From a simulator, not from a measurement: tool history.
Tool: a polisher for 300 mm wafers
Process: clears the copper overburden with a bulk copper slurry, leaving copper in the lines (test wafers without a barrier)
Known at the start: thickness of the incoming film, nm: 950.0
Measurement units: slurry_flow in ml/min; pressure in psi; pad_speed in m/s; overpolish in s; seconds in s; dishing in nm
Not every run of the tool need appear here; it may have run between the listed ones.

{"run": 1, "hour": 0.0, "slurry_flow": 245, "pressure": 1.9, "pad_speed": 1.14, "slurry_solids": 1.0, "overpolish": 22, "seconds": 143.48, "dishing": 22.984}
{"run": 2, "hour": 5.5, "slurry_flow": 245, "pressure": 1.4, "pad_speed": 1.14, "slurry_solids": 1.0, "overpolish": 22, "seconds": 178.81, "dishing": 22.076}
{"run": 3, "hour": 7.0, "slurry_flow": 245, "pressure": 1.4, "pad_speed": 1.14, "slurry_solids": 1.0, "overpolish": 26, "seconds": 176.22, "dishing": 22.65}
{"run": 4, "hour": 9.1, "slurry_flow": 245, "pressure": 1.4, "pad_speed": 0.96, "slurry_solids": 1.0, "overpolish": 26, "seconds": 201.88, "dishing": 22.771}
{"run": 5, "hour": 11.5, "slurry_flow": 245, "pressure": 1.4, "pad_speed": 0.96, "slurry_solids": 1.0, "overpolish": 20, "seconds": 199.57, "dishing": 21.776}
{"run": 6, "hour": 19.3, "slurry_flow": 245, "pressure": 1.4, "pad_speed": 0.96, "slurry_solids": 1.0, "overpolish": 25, "seconds": 201.95, "dishing": 22.005}

Predict the results of run 7:
{"run": 7, "hour": 23.0, "slurry_flow": 245, "pressure": 1.9, "pad_speed": 1.0, "slurry_solids": 1.0, "overpolish": 21, "seconds": "?", "dishing": "?"}

seconds: 159.33 s
dishing: 23.453 nm

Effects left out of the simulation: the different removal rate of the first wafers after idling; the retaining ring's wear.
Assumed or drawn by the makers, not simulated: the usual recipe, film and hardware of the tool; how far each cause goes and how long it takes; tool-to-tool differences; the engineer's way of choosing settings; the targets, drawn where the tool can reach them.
